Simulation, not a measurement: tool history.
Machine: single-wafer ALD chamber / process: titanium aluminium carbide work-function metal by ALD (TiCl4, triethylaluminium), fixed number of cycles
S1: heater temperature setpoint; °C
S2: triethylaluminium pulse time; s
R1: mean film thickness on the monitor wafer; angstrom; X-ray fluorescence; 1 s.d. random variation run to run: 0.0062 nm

run  hour   S1     S2      R1
  1     0  285  12.96  18.923
  2     7  285  10.16  18.787
  3  14.7  293  10.16  19.526
  4  15.4  295  10.28  19.743
  5    23  296  10.38  19.825
  6  25.4  297  10.48  19.922
  7  26.5  298  10.57  20.142
  8  27.6  299  10.65  20.295
  9  34.3  300  10.72  20.311
 10  38.4  300  10.72  20.326

Predict the results of run 11:
 11  44.4  301  10.79   ?

R1: 20.331 angstrom
